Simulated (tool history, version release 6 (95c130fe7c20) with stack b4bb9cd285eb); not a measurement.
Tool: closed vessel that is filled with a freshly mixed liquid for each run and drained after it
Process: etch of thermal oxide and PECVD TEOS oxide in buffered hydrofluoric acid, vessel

run	hour	temperature setpoint of the liquid (°C)	parts of 40 % ammonium fluoride to one part of 49 % hydrofluoric acid (parts by volume)	time in the liquid (s)	thickness taken off the thermal oxide on a monitor wafer (angstrom)	thickness taken off the PECVD TEOS oxide on a monitor wafer (angstrom)
1	0	25	9	60	897.98	1706.8
2	6.9	26.5	9	60	979.08	1863.3
3	12.8	26.5	9	85	1384.1	2668.6
4	14.7	26	9	85	1351.2	2567
5	22.9	26	9	70	1102.9	2117.7
6	31	23.5	9	70	971.72	1850
7	35.2	24.5	9	70	1027.2	1932.6
8	42.8	25.5	9	70	1078.4	2041.3

Forecast run 9:
9	46.5	26	9	70	?	?

Run 9 gave thickness taken off the thermal oxide on a monitor wafer (angstrom) 1106.6, thickness taken off the PECVD TEOS oxide on a monitor wafer (angstrom) 2111.1.

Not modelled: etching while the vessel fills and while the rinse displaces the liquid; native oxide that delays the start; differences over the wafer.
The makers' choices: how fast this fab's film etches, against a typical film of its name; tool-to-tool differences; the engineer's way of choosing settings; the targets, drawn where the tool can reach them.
